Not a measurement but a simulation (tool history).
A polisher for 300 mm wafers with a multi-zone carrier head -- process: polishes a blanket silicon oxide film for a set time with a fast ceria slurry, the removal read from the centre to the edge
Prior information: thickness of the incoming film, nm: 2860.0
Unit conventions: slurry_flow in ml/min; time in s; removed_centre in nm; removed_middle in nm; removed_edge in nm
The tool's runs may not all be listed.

run,hour,slurry_flow,centre_zone,middle_zone,edge_zone,time,removed_centre,removed_middle,removed_edge
1,0.0,255,1.00,1.00,1.00,66,1164.50,1143.60,1178.00
2,8.3,255,1.00,1.00,1.00,75,1270.70,1292.70,1340.90
3,13.9,195,1.00,1.00,1.00,75,1260.80,1251.70,1306.60
4,15.8,195,1.00,1.00,1.07,75,1256.30,1268.50,1359.40
5,18.9,245,1.00,1.00,1.07,75,1272.00,1298.80,1379.90
6,24.5,245,1.00,1.00,1.07,66,1140.90,1124.20,1215.60

Expected results for the next run?
7,26.1,230,0.99,0.90,0.97,48,?,?,?

For run 7 the tool returned removed_centre 811.47 nm, removed_middle 763.65 nm, removed_edge 857.29 nm.

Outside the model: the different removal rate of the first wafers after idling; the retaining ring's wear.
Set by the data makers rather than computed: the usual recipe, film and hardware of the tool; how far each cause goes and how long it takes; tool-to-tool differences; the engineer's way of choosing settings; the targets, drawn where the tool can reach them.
